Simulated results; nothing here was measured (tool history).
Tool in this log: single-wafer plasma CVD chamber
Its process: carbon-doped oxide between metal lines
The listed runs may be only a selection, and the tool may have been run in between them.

| run | hour | heater temperature setpoint (°C) | chamber pressure (Torr) | RF power (kW) | deposition time (s) | mean film thickness on the monitor wafer (nm) |
|---|---|---|---|---|---|---|
| 1 | 0.0 | 330 | 4.56 | 0.515 | 12.1 | 75.726 |
| 2 | 1.8 | 330 | 4.56 | 0.475 | 12.1 | 72.618 |
| 3 | 3.2 | 334 | 4.32 | 0.470 | 12.1 | 70.784 |
| 4 | 6.1 | 337 | 4.12 | 0.465 | 12.1 | 68.953 |
| 5 | 8.3 | 340 | 4.04 | 0.465 | 12.1 | 67.877 |
| 6 | 13.7 | 330 | 4.04 | 0.465 | 12.1 | 70.520 |
| 7 | 17.4 | 330 | 4.04 | 0.465 | 12.1 | 70.623 |
| 8 | 24.0 | 330 | 4.04 | 0.465 | 12.1 | 70.500 |
| 9 | 24.9 | 342 | 3.44 | 0.460 | 12.1 | 66.229 |

Run 10 comes next. What will it give?
| 10 | 31.5 | 343 | 3.41 | 0.460 | 12.1 | ? |

mean film thickness on the monitor wafer (nm): 65.915
